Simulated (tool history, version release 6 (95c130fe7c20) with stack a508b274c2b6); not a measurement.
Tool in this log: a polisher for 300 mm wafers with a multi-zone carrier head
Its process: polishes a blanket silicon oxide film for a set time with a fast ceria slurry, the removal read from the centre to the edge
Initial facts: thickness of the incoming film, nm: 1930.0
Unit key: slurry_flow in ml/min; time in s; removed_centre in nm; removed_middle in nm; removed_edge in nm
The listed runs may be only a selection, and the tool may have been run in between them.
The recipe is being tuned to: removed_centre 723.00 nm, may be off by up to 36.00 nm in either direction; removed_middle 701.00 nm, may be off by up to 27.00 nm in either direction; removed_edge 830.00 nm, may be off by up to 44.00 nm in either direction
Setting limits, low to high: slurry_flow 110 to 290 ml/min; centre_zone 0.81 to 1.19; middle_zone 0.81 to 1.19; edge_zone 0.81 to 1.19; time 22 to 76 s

run	day	slurry_flow	centre_zone	middle_zone	edge_zone	time	removed_centre	removed_middle	removed_edge
1	0.000	185	1.00	1.00	1.00	49	574.67	577.64	587.04
2	0.279	185	1.00	0.99	1.02	50	594.19	594.77	576.02
3	0.467	185	1.00	0.96	1.02	50	583.90	566.13	583.67
4	0.696	185	1.00	1.04	1.02	50	588.57	613.94	571.57
5	0.783	185	1.00	1.04	1.02	39	461.89	481.24	471.95
6	1.092	185	1.00	1.09	1.02	39	459.25	506.43	445.97
7	1.467	190	0.99	1.06	1.03	42	502.93	523.82	493.11
# day 1.558: worn pad replaced by a new one
8	1.558	190	0.97	1.04	1.03	45	571.98	631.73	573.73
9	1.588	195	0.96	1.01	1.03	45	551.15	598.35	587.23

Which single option among these 4 for the next run brings every result within its allowed miss of target? Just one does.
A	1.617	210	0.84	0.81	1.03	62	?	?	?
B	1.617	150	0.98	1.14	0.98	35	?	?	?
C	1.617	195	1.09	0.98	1.02	57	?	?	?
D	1.617	215	1.08	0.84	0.96	59	?	?	?

move	removed_centre	removed_middle	removed_edge
A	710.97	696.70	818.66
B	440.73	507.22	439.56
C	806.03	744.10	743.84
D	835.31	683.79	755.64
A: every result within its allowed miss
B: its largest miss is bigger than the last run's
C: moves toward the targets from the last run without getting all of them in spec
D: moves toward the targets from the last run without getting all of them in spec
A meets every target.
